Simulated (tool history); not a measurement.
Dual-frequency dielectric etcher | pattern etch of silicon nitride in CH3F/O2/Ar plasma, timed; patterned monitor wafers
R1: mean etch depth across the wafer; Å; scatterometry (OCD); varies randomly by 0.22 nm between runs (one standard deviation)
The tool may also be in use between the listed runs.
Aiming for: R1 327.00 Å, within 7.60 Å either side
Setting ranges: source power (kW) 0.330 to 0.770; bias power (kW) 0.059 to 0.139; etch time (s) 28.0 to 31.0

run 1 hour=0.0 | source_power_(kW)=0.550 bias_power_(kW)=0.099 etch_time_(s)=31.0 | R1=290.41
run 2 hour=7.9 | source_power_(kW)=0.620 bias_power_(kW)=0.099 etch_time_(s)=31.0 | R1=304.82
run 3 hour=9.2 | source_power_(kW)=0.560 bias_power_(kW)=0.099 etch_time_(s)=31.0 | R1=295.47
run 4 hour=11.1 | source_power_(kW)=0.600 bias_power_(kW)=0.101 etch_time_(s)=31.0 | R1=305.09
-- hour=18.9 source power generator calibrated
run 5 hour=18.9 | source_power_(kW)=0.600 bias_power_(kW)=0.101 etch_time_(s)=28.0 | R1=273.78
run 6 hour=25.7 | source_power_(kW)=0.630 bias_power_(kW)=0.109 etch_time_(s)=28.5 | R1=296.45
run 7 hour=27.7 | source_power_(kW)=0.660 bias_power_(kW)=0.112 etch_time_(s)=28.5 | R1=302.80
run 8 hour=29.7 | source_power_(kW)=0.680 bias_power_(kW)=0.114 etch_time_(s)=28.5 | R1=304.91
run 9 hour=32.8 | source_power_(kW)=0.700 bias_power_(kW)=0.117 etch_time_(s)=28.5 | R1=309.34
run 10 hour=39.7 | source_power_(kW)=0.710 bias_power_(kW)=0.120 etch_time_(s)=28.5 | R1=313.09
run 11 hour=44.5 | source_power_(kW)=0.720 bias_power_(kW)=0.122 etch_time_(s)=28.5 | R1=317.39

Consider the 4 candidate settings below. Which is the only one whose results all fall within their allowed miss of target?
run A hour=49.3 | source_power_(kW)=0.770 bias_power_(kW)=0.126 etch_time_(s)=30.0 | R1=?
run B hour=49.3 | source_power_(kW)=0.750 bias_power_(kW)=0.124 etch_time_(s)=30.5 | R1=?
run C hour=49.3 | source_power_(kW)=0.640 bias_power_(kW)=0.110 etch_time_(s)=29.5 | R1=?
run D hour=49.3 | source_power_(kW)=0.600 bias_power_(kW)=0.128 etch_time_(s)=31.0 | R1=?

move=A R1=344.75
move=B R1=345.35
move=C R1=303.30
move=D R1=328.18
A: pushes the last run's worst result past its target
B: pushes the last run's worst result past its target
C: the biggest miss grows against the last run
D: in spec on every target
Move D is the one to make.
